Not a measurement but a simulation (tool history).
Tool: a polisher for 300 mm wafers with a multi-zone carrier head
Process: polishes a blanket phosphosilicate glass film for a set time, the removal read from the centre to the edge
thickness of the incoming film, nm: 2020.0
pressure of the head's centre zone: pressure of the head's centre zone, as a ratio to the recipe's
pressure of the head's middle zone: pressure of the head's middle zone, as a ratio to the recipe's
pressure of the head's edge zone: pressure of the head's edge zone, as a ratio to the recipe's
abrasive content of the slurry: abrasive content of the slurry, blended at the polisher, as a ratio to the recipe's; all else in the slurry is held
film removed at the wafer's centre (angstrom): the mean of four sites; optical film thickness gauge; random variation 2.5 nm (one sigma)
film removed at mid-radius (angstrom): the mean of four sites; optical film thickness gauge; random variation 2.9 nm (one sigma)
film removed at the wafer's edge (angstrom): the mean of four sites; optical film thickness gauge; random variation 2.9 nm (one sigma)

run	hour	flow of slurry (ml/min)	pressure of the head's centre zone	pressure of the head's middle zone	pressure of the head's edge zone	abrasive content of the slurry	polishing time (s)	film removed at the wafer's centre (angstrom)	film removed at mid-radius (angstrom)	film removed at the wafer's edge (angstrom)
1	0.0	230	1.00	1.00	1.00	1.00	51	6249.0	5979.3	5930.4
2	0.5	225	0.97	1.00	0.95	0.85	45	4925.9	4878.3	4672.5
3	8.1	220	0.94	0.99	0.91	0.75	42	4264.4	4150.3	3940.9
4	14.7	205	0.90	0.99	0.88	0.65	42	3730.6	3774.1	3535.7
5	17.9	205	0.90	0.99	0.88	0.75	42	4129.7	4097.8	3866.3
6	22.8	240	0.90	0.99	0.88	0.75	42	4158.2	4187.2	3911.5
7	29.8	235	0.84	0.97	0.82	0.50	34	2468.6	2540.8	2372.2
8	37.9	235	0.88	1.01	0.89	0.50	33	2485.6	2550.8	2399.1
9	41.5	235	0.92	1.05	0.94	0.55	33	2673.2	2809.1	2621.2

The next listed run, before its measurement:
10	48.2	235	0.95	1.07	0.97	0.60	33	?	?	?

Run 10 gave film removed at the wafer's centre (angstrom) 2925.0, film removed at mid-radius (angstrom) 3082.8, film removed at the wafer's edge (angstrom) 2805.0.

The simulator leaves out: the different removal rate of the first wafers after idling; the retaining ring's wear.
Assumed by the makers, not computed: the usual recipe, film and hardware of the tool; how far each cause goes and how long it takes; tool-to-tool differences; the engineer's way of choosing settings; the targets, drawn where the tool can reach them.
